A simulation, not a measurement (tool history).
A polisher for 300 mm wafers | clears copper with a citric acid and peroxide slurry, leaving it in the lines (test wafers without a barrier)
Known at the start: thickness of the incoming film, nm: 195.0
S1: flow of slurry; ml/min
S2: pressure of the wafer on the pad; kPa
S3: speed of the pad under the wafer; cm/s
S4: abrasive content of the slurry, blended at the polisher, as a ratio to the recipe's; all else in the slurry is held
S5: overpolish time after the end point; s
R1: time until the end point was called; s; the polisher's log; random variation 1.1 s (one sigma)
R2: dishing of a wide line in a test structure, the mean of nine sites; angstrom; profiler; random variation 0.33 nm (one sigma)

run,hour,S1,S2,S3,S4,S5,R1,R2
1,0.0,180,22.1,98,1.00,10,90.733,181.52
2,1.6,180,22.1,98,0.90,10,92.329,175.61
3,8.0,145,22.1,98,0.90,10,90.645,173.01
4,8.9,145,23.4,98,0.90,10,84.377,184.02
5,14.9,145,23.4,98,0.90,7,86.098,129.95
6,19.7,125,23.4,98,0.90,7,89.626,128.99
7,28.2,125,24.1,98,0.90,8,86.147,153.00
8,28.8,125,25.5,98,0.95,8,81.360,162.73
9,29.7,125,26.9,98,1.00,8,76.304,172.91
10,36.1,125,27.6,98,1.00,8,74.756,175.36
11,42.2,125,28.3,98,1.00,8,72.216,177.63
12,50.2,125,28.3,98,1.00,8,72.662,178.84

The next listed run, before its measurement:
13,51.1,125,28.3,98,1.05,8,?,?

{"run 13": {"R1": 71.841, "R2": 177.98}}

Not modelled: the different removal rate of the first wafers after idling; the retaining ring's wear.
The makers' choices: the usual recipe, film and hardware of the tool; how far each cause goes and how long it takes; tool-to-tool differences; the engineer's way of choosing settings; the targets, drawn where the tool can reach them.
